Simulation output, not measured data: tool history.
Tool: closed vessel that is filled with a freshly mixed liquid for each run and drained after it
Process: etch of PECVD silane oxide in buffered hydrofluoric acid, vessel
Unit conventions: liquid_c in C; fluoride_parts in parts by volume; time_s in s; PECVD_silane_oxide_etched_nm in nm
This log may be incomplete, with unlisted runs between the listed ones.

run    day  liquid_c  fluoride_parts  time_s  PECVD_silane_oxide_etched_nm
  1      0        24            18.5     105                        159.31
  2  0.071        26            16.5     105                         199.8
  3  0.217      22.5            16.5     105                        164.45
  4  0.496        25              15     105                        208.79
  5  0.754        25            12.5     105                        249.67
  6  0.838      26.5            12.5     105                        270.82

Predict the results of run 7:
  7  0.962      27.5            12.5     105                             ?

{"run 7": {"PECVD_silane_oxide_etched_nm": 283.42}}
